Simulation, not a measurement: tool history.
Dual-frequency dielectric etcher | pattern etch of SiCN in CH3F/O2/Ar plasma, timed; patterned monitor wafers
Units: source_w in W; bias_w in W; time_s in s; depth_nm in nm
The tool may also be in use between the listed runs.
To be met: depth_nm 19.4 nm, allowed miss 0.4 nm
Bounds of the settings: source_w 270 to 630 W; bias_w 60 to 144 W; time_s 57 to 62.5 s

run  hour  source_w  bias_w  time_s  depth_nm
  1     0       450     102    62.5    26.355
  2   2.7       450      94    62.5    25.417
  3   3.6       420      88      62    24.189
  4   7.2       420      79      62    23.216
  5   9.8       400      76      62    22.274
  6  18.3       450      76      62    23.336
  7  23.3       450      76      62    23.447
  8  30.9       420      74      62    22.631
  9  37.2       400      72      62    21.726
 10  44.6       380      71      62    21.013
 11  47.5       370      71      62    20.948
 12  53.6       360      71      62    20.527

5 next moves are on the table. One of them brings every result within its allowed miss. Which?
  A  59.7       360      81    62.5         ?
  B  59.7       370      64      59         ?
  C  59.7       400      60      57         ?
  D  59.7       370      75      60         ?
  E  59.7       310      88    62.5         ?

move  depth_nm
   A    22.187
   B    19.379
   C    18.876
   D    20.913
   E    21.577
A: further off than the last run
B: meets every target
C: takes the result that was furthest off past its target
D: further off than the last run
E: further off than the last run
The right move is B.

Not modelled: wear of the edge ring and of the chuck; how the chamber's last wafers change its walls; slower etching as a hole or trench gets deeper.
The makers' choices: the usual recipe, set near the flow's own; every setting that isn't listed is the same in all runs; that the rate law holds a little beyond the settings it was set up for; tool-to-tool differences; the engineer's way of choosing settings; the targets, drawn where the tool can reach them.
